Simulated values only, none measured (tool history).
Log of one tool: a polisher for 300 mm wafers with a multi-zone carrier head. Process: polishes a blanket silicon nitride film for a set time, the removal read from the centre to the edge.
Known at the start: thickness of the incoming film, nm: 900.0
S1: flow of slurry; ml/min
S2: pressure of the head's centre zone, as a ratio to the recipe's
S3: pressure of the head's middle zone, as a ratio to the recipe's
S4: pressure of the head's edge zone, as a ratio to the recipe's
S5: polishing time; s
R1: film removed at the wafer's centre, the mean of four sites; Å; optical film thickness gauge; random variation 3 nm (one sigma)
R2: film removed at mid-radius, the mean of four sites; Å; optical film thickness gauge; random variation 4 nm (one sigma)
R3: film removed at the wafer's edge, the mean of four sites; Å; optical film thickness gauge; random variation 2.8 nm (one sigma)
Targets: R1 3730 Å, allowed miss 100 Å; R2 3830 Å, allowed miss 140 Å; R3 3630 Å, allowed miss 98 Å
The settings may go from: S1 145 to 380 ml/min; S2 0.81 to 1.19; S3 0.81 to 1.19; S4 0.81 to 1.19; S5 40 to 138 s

Run 1, hour 0: S1 245 ml/min, S2 1, S3 1, S4 1, S5 88 s. Result: R1 2897.4 Å, R2 2996.1 Å, R3 3006.3 Å.
Run 2, hour 0.7: S1 245 ml/min, S2 1, S3 0.94, S4 1, S5 88 s. Result: R1 2931.7 Å, R2 2890.5 Å, R3 3037.1 Å.
Run 3, hour 3: S1 285 ml/min, S2 1, S3 0.94, S4 1, S5 88 s. Result: R1 3022.9 Å, R2 2889.7 Å, R3 3075.5 Å.
Run 4, hour 8.7: S1 285 ml/min, S2 1.03, S3 0.94, S4 1, S5 88 s. Result: R1 3085.1 Å, R2 2855.2 Å, R3 3092.8 Å.
Run 5, hour 12.3: S1 285 ml/min, S2 1.04, S3 0.97, S4 1.01, S5 90 s. Result: R1 3182.1 Å, R2 3060.8 Å, R3 3094.1 Å.
Run 6, hour 21.1: S1 285 ml/min, S2 1.04, S3 0.98, S4 1.02, S5 92 s. Result: R1 3284.5 Å, R2 3141.1 Å, R3 3211.2 Å.
Run 7, hour 27.5: S1 290 ml/min, S2 1.04, S3 1, S4 1.04, S5 93 s. Result: R1 3252.7 Å, R2 3256 Å, R3 3302.6 Å.
Run 8, hour 30.7: S1 295 ml/min, S2 1.05, S3 1.01, S4 1.05, S5 94 s. Result: R1 3330.3 Å, R2 3223.8 Å, R3 3387.6 Å.
Run 9, hour 39.3: S1 300 ml/min, S2 1.06, S3 1.03, S4 1.05, S5 95 s. Result: R1 3425 Å, R2 3325.6 Å, R3 3372.4 Å.
Run 10, hour 43.9: S1 305 ml/min, S2 1.06, S3 1.05, S4 1.06, S5 96 s. Result: R1 3437.3 Å, R2 3489.6 Å, R3 3461.4 Å.
Run 11, hour 48.7: S1 310 ml/min, S2 1.07, S3 1.06, S4 1.06, S5 96 s. Result: R1 3571.4 Å, R2 3437 Å, R3 3430.7 Å.
Run 12, hour 54.7: S1 315 ml/min, S2 1.07, S3 1.08, S4 1.07, S5 97 s. Result: R1 3569.4 Å, R2 3525.7 Å, R3 3499.9 Å.
Run 13, hour 55.5: S1 320 ml/min, S2 1.07, S3 1.09, S4 1.07, S5 97 s. Result: R1 3571 Å, R2 3602.3 Å, R3 3485.8 Å.
Run 14, hour 58.1: S1 325 ml/min, S2 1.07, S3 1.1, S4 1.07, S5 97 s. Result: R1 3605.4 Å, R2 3655 Å, R3 3521.9 Å.
Run 15, hour 61.9: S1 325 ml/min, S2 1.07, S3 1.1, S4 1.07, S5 97 s. Result: R1 3569.3 Å, R2 3587.7 Å, R3 3524.6 Å.

Which of these 5 next moves meets every target?
Run A, hour 65.7: S1 335 ml/min, S2 1.05, S3 1.1, S4 1.01, S5 103 s. Result: R1 ?, R2 ?, R3 ?.
Run B, hour 65.7: S1 285 ml/min, S2 1.09, S3 1.16, S4 0.99, S5 100 s. Result: R1 ?, R2 ?, R3 ?.
Run C, hour 65.7: S1 320 ml/min, S2 1.09, S3 1.1, S4 1.09, S5 91 s. Result: R1 ?, R2 ?, R3 ?.
Run D, hour 65.7: S1 380 ml/min, S2 1.12, S3 0.96, S4 1.16, S5 93 s. Result: R1 ?, R2 ?, R3 ?.
Run E, hour 65.7: S1 275 ml/min, S2 0.99, S3 1.19, S4 1.1, S5 100 s. Result: R1 ?, R2 ?, R3 ?.

move      R1      R2      R3
   A  3739.4  3893.6  3606.9
   B  3704.3  3847.5  3423.4
   C  3414.4  3424.1  3298.1
   D  3643.2  3264.8  3524.9
   E  3347.8  3897.6    3594
A: meets every target
B: brings the result that was furthest off to its target, and leaves another outside
C: further off than the last run
D: further off than the last run
E: brings the result that was furthest off to its target, and leaves another outside
The right move is A.
